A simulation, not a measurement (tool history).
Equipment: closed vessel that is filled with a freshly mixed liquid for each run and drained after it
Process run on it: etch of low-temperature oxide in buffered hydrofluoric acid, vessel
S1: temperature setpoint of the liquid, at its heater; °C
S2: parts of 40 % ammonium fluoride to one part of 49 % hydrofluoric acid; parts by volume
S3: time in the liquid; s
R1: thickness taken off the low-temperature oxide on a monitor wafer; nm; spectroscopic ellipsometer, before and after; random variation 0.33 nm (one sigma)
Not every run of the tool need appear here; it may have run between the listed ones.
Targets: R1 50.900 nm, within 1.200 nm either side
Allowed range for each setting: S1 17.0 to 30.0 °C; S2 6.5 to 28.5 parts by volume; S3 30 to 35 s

| run | hour | S1 | S2 | S3 | R1 |
|---|---|---|---|---|---|
| 1 | 0.0 | 22.0 | 17.5 | 35 | 40.828 |
| 2 | 1.8 | 22.5 | 17.5 | 35 | 41.639 |
| 3 | 3.0 | 23.0 | 17.5 | 35 | 43.175 |
| 4 | 4.1 | 23.0 | 22.0 | 35 | 35.480 |
| 5 | 11.9 | 23.0 | 27.0 | 35 | 30.826 |
| 6 | 13.1 | 24.0 | 26.5 | 35 | 32.945 |
| 7 | 21.6 | 24.5 | 26.0 | 35 | 34.618 |
| 8 | 30.3 | 25.0 | 26.0 | 35 | 35.343 |
| 9 | 32.5 | 25.5 | 25.5 | 35 | 36.883 |
| 10 | 37.3 | 26.0 | 25.0 | 35 | 38.382 |
| 11 | 43.8 | 26.5 | 24.5 | 35 | 39.878 |
| 12 | 44.7 | 27.0 | 24.5 | 35 | 40.702 |

4 candidate next runs follow, results not yet known. Just one meets every target within its allowed miss. Identify it.
| A | 45.6 | 29.5 | 22.0 | 35 | ? |
| B | 45.6 | 23.0 | 27.0 | 35 | ? |
| C | 45.6 | 27.5 | 23.5 | 30 | ? |
| D | 45.6 | 25.0 | 23.0 | 30 | ? |

| move | R1 |
|---|---|
| A | 49.768 |
| B | 30.414 |
| C | 36.648 |
| D | 32.489 |
A: all results in spec
B: lands further from the targets than the last run did
C: lands further from the targets than the last run did
D: lands further from the targets than the last run did
A meets every target.
